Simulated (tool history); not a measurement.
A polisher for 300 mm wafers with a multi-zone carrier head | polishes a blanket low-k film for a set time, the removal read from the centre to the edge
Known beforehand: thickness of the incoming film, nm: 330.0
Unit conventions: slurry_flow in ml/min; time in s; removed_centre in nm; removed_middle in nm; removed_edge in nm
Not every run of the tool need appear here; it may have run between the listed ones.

| run | day | slurry_flow | centre_zone | middle_zone | edge_zone | slurry_solids | time | removed_centre | removed_middle | removed_edge |
|---|---|---|---|---|---|---|---|---|---|---|
| 1 | 0.000 | 185 | 1.00 | 1.00 | 1.00 | 1.00 | 32 | 7.1239 | 7.1490 | 7.0998 |
| 2 | 0.354 | 185 | 1.00 | 1.00 | 0.93 | 1.00 | 32 | 7.0789 | 7.1142 | 6.8759 |
| 3 | 0.429 | 185 | 0.94 | 1.00 | 0.93 | 1.00 | 32 | 6.6896 | 7.1211 | 6.7813 |
| 4 | 0.575 | 185 | 0.94 | 1.00 | 0.98 | 1.00 | 32 | 6.7302 | 7.0589 | 6.9324 |
| 5 | 0.808 | 185 | 0.91 | 1.00 | 0.98 | 1.00 | 32 | 6.4734 | 7.1801 | 6.8275 |
| 6 | 0.962 | 195 | 0.95 | 0.99 | 0.94 | 0.90 | 30 | 6.1037 | 6.3394 | 6.4262 |
| 7 | 1.321 | 175 | 1.00 | 1.00 | 0.91 | 0.90 | 28 | 5.8451 | 5.8915 | 5.6806 |
| 8 | 1.425 | 160 | 1.04 | 0.99 | 0.89 | 0.80 | 27 | 5.4217 | 5.2525 | 5.0817 |
| 9 | 1.688 | 160 | 1.04 | 0.99 | 0.89 | 0.80 | 27 | 5.4342 | 5.2599 | 4.9973 |
| 10 | 1.762 | 150 | 1.06 | 0.97 | 0.88 | 0.75 | 27 | 5.2255 | 4.9134 | 4.8738 |
| 11 | 1.925 | 150 | 1.09 | 0.97 | 0.87 | 0.70 | 27 | 5.2009 | 4.7814 | 4.5571 |
| 12 | 2.250 | 145 | 1.10 | 0.95 | 0.86 | 0.65 | 27 | 5.0203 | 4.4171 | 4.3293 |

For run 13, what comes out?
| 13 | 2.375 | 125 | 1.14 | 0.93 | 0.81 | 0.55 | 27 | ? | ? | ? |

removed_centre: 4.5326 nm
removed_middle: 3.8120 nm
removed_edge: 3.7222 nm

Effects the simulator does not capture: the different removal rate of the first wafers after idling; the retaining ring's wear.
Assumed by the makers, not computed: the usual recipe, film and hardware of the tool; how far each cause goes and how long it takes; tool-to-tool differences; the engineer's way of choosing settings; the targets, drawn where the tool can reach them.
